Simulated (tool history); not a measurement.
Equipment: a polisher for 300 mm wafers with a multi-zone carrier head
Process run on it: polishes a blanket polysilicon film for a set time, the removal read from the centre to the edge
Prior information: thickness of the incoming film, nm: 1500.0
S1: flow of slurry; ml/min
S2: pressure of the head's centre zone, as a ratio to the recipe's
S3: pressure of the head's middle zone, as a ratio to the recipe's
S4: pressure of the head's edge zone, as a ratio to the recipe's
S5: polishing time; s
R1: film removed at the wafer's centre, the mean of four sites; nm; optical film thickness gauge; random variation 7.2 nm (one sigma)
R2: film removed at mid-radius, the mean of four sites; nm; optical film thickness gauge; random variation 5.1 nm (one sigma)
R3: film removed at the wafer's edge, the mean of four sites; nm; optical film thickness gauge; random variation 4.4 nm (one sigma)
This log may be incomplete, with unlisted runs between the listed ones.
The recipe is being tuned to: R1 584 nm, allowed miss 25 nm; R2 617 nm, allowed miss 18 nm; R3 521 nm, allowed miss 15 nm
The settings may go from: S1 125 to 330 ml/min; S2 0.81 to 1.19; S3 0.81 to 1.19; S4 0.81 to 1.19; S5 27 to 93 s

{"run": 1, "hour": 0.0, "S1": 210, "S2": 1, "S3": 1, "S4": 1, "S5": 59, "R1": 380.37, "R2": 375.85, "R3": 364.39}
{"run": 2, "hour": 0.5, "S1": 210, "S2": 1, "S3": 1, "S4": 0.92, "S5": 59, "R1": 386.46, "R2": 378.51, "R3": 352.35}
{"run": 3, "hour": 2.2, "S1": 210, "S2": 1, "S3": 0.94, "S4": 0.92, "S5": 59, "R1": 381.22, "R2": 356.06, "R3": 358.26}
{"run": 4, "hour": 3.6, "S1": 220, "S2": 1.01, "S3": 0.99, "S4": 0.95, "S5": 64, "R1": 421.76, "R2": 405.34, "R3": 392.06}
{"run": 5, "hour": 11.0, "S1": 220, "S2": 1.01, "S3": 0.95, "S4": 0.95, "S5": 64, "R1": 419.3, "R2": 392.04, "R3": 391.51}
{"run": 6, "hour": 16.2, "S1": 255, "S2": 1.01, "S3": 0.95, "S4": 0.95, "S5": 64, "R1": 422.82, "R2": 393.92, "R3": 394.73}
{"run": 7, "hour": 17.4, "S1": 255, "S2": 1.02, "S3": 1, "S4": 0.96, "S5": 68, "R1": 461.29, "R2": 445.3, "R3": 421.4}
{"run": 8, "hour": 23.8, "S1": 255, "S2": 1.03, "S3": 1.03, "S4": 0.98, "S5": 71, "R1": 483.81, "R2": 478.11, "R3": 443.58}
{"run": 9, "hour": 29.6, "S1": 255, "S2": 1.04, "S3": 1.06, "S4": 1, "S5": 73, "R1": 489.28, "R2": 501.84, "R3": 457.61}
{"run": 10, "hour": 32.0, "S1": 260, "S2": 1.06, "S3": 1.08, "S4": 1, "S5": 75, "R1": 515.52, "R2": 521.66, "R3": 477.05}

Next run, 5 choices. One meets every target within its allowed miss, the rest don't. Which?
{"run": "A", "hour": 34.4, "S1": 245, "S2": 0.99, "S3": 1.11, "S4": 1.01, "S5": 69, "R1": "?", "R2": "?", "R3": "?"}
{"run": "B", "hour": 34.4, "S1": 145, "S2": 1.08, "S3": 1.08, "S4": 1.08, "S5": 89, "R1": "?", "R2": "?", "R3": "?"}
{"run": "C", "hour": 34.4, "S1": 295, "S2": 1.04, "S3": 1.13, "S4": 0.92, "S5": 83, "R1": "?", "R2": "?", "R3": "?"}
{"run": "D", "hour": 34.4, "S1": 235, "S2": 1.03, "S3": 0.95, "S4": 1.09, "S5": 66, "R1": "?", "R2": "?", "R3": "?"}
{"run": "E", "hour": 34.4, "S1": 230, "S2": 1.19, "S3": 1.18, "S4": 0.93, "S5": 68, "R1": "?", "R2": "?", "R3": "?"}

move=A R1=450.56 R2=491.74 R3=433.64
move=B R1=567.51 R2=565.3 R3=539.14
move=C R1=580.32 R2=613.18 R3=509.1
move=D R1=443.61 R2=411.66 R3=428.4
move=E R1=520.79 R2=505.37 R3=409.48
A: lands further from the targets than the last run did
B: better than the last run, though not everything is in spec
C: each result inside its tolerance
D: lands further from the targets than the last run did
E: lands further from the targets than the last run did
Answer: C
